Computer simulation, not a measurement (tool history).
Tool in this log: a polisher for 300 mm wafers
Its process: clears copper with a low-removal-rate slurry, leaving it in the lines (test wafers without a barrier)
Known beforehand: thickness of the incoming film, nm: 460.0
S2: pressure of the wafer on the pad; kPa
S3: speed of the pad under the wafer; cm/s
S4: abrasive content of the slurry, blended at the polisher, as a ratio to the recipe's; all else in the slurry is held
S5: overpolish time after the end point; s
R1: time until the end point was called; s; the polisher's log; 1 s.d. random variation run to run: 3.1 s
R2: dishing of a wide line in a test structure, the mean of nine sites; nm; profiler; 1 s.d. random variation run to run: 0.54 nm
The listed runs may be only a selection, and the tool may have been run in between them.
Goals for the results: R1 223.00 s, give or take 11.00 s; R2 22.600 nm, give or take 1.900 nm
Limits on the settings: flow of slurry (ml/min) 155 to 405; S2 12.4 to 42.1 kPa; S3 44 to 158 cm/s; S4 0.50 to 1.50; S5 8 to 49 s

run 1 hour=0.0 | flow_of_slurry_(ml/min)=260 S2=26.9 S3=100 S4=1.00 S5=25 | R1=137.95 R2=44.994
run 2 hour=7.8 | flow_of_slurry_(ml/min)=260 S2=22.8 S3=100 S4=1.00 S5=21 | R1=163.72 R2=33.147
run 3 hour=10.6 | flow_of_slurry_(ml/min)=260 S2=20.0 S3=100 S4=1.00 S5=21 | R1=181.94 R2=30.640
run 4 hour=16.3 | flow_of_slurry_(ml/min)=260 S2=20.0 S3=120 S4=1.00 S5=21 | R1=157.28 R2=34.997
run 5 hour=22.2 | flow_of_slurry_(ml/min)=260 S2=20.0 S3=120 S4=1.00 S5=11 | R1=156.97 R2=21.240
run 6 hour=23.3 | flow_of_slurry_(ml/min)=260 S2=20.0 S3=120 S4=1.00 S5=19 | R1=157.42 R2=33.660
run 7 hour=26.9 | flow_of_slurry_(ml/min)=260 S2=17.9 S3=118 S4=1.00 S5=18 | R1=175.68 R2=29.663
run 8 hour=28.5 | flow_of_slurry_(ml/min)=260 S2=12.4 S3=116 S4=1.00 S5=15 | R1=250.31 R2=17.774
run 9 hour=33.6 | flow_of_slurry_(ml/min)=260 S2=13.1 S3=116 S4=1.00 S5=16 | R1=238.88 R2=19.947

Which one of the following 5 next-run settings gets every result inside its allowed miss? There is exactly one.
run A hour=38.7 | flow_of_slurry_(ml/min)=305 S2=15.2 S3=102 S4=1.10 S5=17 | R1=? R2=?
run B hour=38.7 | flow_of_slurry_(ml/min)=260 S2=12.4 S3=108 S4=0.95 S5=19 | R1=? R2=?
run C hour=38.7 | flow_of_slurry_(ml/min)=360 S2=20.7 S3=70 S4=1.00 S5=14 | R1=? R2=?
run D hour=38.7 | flow_of_slurry_(ml/min)=250 S2=12.4 S3=112 S4=1.00 S5=23 | R1=? R2=?
run E hour=38.7 | flow_of_slurry_(ml/min)=325 S2=13.8 S3=112 S4=1.10 S5=14 | R1=? R2=?

move=A R1=232.94 R2=22.424
move=B R1=281.57 R2=20.830
move=C R1=252.68 R2=17.921
move=D R1=268.78 R2=25.251
move=E R1=231.58 R2=19.074
A: every result lands within tolerance
B: its largest miss is bigger than the last run's
C: its largest miss is bigger than the last run's
D: its largest miss is bigger than the last run's
E: corrects the largest miss of the last run, while another result sits out of spec
So the answer is move A, the one that meets all the targets.
